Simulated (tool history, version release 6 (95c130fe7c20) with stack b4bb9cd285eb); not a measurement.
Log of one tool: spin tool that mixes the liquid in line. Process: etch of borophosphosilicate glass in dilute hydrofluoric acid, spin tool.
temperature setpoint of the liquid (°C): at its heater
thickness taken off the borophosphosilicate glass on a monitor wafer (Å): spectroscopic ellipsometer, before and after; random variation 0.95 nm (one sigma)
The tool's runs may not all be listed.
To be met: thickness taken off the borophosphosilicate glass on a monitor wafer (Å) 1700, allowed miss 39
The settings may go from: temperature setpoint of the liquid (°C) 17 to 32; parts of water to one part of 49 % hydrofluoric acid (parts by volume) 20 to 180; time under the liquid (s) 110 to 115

run	hour	temperature setpoint of the liquid (°C)	parts of water to one part of 49 % hydrofluoric acid (parts by volume)	time under the liquid (s)	thickness taken off the borophosphosilicate glass on a monitor wafer (Å)
1	0	24	100	110	618.3
2	4.3	24	65	110	992.24
3	9.3	25.5	60	110	1143
4	12.5	25.5	60	110	1134.8
5	16.4	26.5	60	110	1185
6	24.4	26.5	45	110	1595.6
7	27.7	27	45	110	1645.8
8	35.6	27	45	110	1649.1

4 next moves are on the table. One of them brings every result within its allowed miss. Which?
A	43.5	26.5	45	115	?
B	43.5	27.5	50	115	?
C	43.5	28.5	45	115	?
D	43.5	25	40	115	?

move	thickness taken off the borophosphosilicate glass on a monitor wafer (Å)
A	1672.7
B	1557
C	1813.2
D	1781.4
A: meets every target
B: further off than the last run
C: takes the result that was furthest off past its target
D: takes the result that was furthest off past its target
Answer: A

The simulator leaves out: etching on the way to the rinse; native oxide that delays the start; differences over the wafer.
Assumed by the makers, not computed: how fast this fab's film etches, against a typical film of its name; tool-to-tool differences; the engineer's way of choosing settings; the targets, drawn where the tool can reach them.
